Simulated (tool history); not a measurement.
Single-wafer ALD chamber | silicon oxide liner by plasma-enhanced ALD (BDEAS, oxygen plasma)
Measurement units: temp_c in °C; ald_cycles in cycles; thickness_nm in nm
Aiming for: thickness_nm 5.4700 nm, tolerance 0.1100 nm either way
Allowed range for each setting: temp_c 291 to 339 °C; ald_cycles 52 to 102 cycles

run	hour	temp_c	ald_cycles	thickness_nm
1	0.0	315	77	6.6316
2	8.4	315	75	6.4577
3	15.6	315	74	6.3584
4	19.8	319	74	6.3549
5	28.8	314	74	6.4097
6	33.2	314	79	6.8002
7	37.4	314	77	6.6187
8	39.1	314	75	6.4663
9	44.6	314	73	6.2992
10	48.2	314	72	6.1929
11	57.0	314	71	6.1442
12	58.4	314	70	6.0547
13	66.9	316	61	5.2566

5 next moves are on the table. One of them brings every result within its allowed miss. Which?
A	75.4	328	68	?
B	75.4	312	55	?
C	75.4	324	68	?
D	75.4	309	66	?
E	75.4	313	63	?

move	thickness_nm
A	5.7173
B	4.7412
C	5.7534
D	5.7158
E	5.4225
A: takes the result that was furthest off past its target
B: moves away from the targets compared with the last run
C: takes the result that was furthest off past its target
D: takes the result that was furthest off past its target
E: every result within its allowed miss
Move E is the one to make.
